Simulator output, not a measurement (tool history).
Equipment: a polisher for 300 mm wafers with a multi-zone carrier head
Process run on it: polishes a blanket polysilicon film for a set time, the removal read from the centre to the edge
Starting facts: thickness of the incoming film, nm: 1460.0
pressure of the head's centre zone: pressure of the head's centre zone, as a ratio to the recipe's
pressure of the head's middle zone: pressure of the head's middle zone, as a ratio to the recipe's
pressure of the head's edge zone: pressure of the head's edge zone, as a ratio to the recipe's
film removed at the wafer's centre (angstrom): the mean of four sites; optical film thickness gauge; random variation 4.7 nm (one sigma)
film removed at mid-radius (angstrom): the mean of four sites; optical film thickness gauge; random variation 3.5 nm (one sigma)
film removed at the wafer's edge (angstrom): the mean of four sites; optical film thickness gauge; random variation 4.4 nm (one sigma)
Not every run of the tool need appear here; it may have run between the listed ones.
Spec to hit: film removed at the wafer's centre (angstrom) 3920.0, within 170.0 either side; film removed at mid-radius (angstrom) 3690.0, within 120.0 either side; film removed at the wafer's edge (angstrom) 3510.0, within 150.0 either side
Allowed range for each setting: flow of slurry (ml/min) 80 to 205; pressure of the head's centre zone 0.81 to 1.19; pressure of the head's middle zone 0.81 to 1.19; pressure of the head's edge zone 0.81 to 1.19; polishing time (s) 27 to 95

run  hour  flow of slurry (ml/min)  pressure of the head's centre zone  pressure of the head's middle zone  pressure of the head's edge zone  polishing time (s)  film removed at the wafer's centre (angstrom)  film removed at mid-radius (angstrom)  film removed at the wafer's edge (angstrom)
  1   0.0                      135                                1.00                                1.00                              1.00                  61                                         2923.9                                 2875.7                                       2891.7
  2   6.3                      135                                1.00                                1.00                              0.91                  61                                         2877.9                                 2888.0                                       2744.0
  3  12.1                      150                                1.03                                1.03                              0.97                  63                                         3170.7                                 3081.9                                       3094.8
  4  20.3                      160                                1.07                                1.08                              0.94                  64                                         3421.6                                 3273.7                                       3084.8
  5  23.9                      160                                1.03                                1.08                              0.94                  64                                         3325.0                                 3278.1                                       3019.5
  6  26.7                      185                                1.03                                1.08                              0.94                  64                                         3345.3                                 3339.2                                       3042.4
  7  28.5                      185                                1.03                                1.08                              0.94                  64                                         3328.3                                 3348.9                                       3084.4
  8  36.9                      185                                1.06                                1.10                              0.97                  65                                         3562.9                                 3397.3                                       3095.7
  9  42.1                      185                                1.06                                1.09                              0.97                  67                                         3631.2                                 3562.3                                       3276.8
 10  46.1                      185                                1.07                                1.09                              0.98                  68                                         3648.2                                 3575.2                                       3348.1

Exercise: of the 4 proposed moves below, exactly one satisfies all targets within the stated allowed misses. Which move is it?
  A  50.1                      195                                1.10                                1.07                              0.97                  70                                              ?                                      ?                                            ?
  B  50.1                      190                                1.17                                1.14                              0.92                  66                                              ?                                      ?                                            ?
  C  50.1                      195                                1.06                                1.19                              1.07                  61                                              ?                                      ?                                            ?
  D  50.1                      160                                1.06                                1.11                              1.02                  64                                              ?                                      ?                                            ?

move  film removed at the wafer's centre (angstrom)  film removed at mid-radius (angstrom)  film removed at the wafer's edge (angstrom)
   A                                         3908.6                                 3671.0                                       3468.0
   B                                         3906.0                                 3611.8                                       3179.4
   C                                         3283.7                                 3461.8                                       3163.0
   D                                         3321.0                                 3338.9                                       3169.8
A: all results in spec
B: the worst result of the last run now meets its target, but another is out of spec
C: lands further from the targets than the last run did
D: lands further from the targets than the last run did
The move that meets every target is A.
